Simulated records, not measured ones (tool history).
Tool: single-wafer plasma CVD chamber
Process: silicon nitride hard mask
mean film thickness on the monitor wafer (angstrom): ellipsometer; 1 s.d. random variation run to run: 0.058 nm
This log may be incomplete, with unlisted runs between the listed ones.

| run | hour | heater temperature setpoint (deg C) | chamber pressure (Pa) | RF power (W) | deposition time (s) | mean film thickness on the monitor wafer (angstrom) |
|---|---|---|---|---|---|---|
| 1 | 0 | 410 | 205 | 295 | 14.5 | 175.54 |
| 2 | 6.2 | 410 | 205 | 320 | 14.5 | 184.09 |
| 3 | 8.5 | 410 | 205 | 285 | 14.5 | 172.57 |
| 4 | 10.3 | 402 | 205 | 285 | 14.5 | 173.35 |
| 5 | 18.9 | 406 | 205 | 285 | 14.5 | 173.11 |
| 6 | 24.8 | 406 | 205 | 305 | 14.5 | 180.73 |
| 7 | 26 | 404 | 213 | 305 | 14.5 | 180.29 |

Predict the results of run 8:
| 8 | 33.9 | 404 | 228 | 310 | 14.5 | ? |

{"run 8": {"mean film thickness on the monitor wafer (angstrom)": 185.93}}
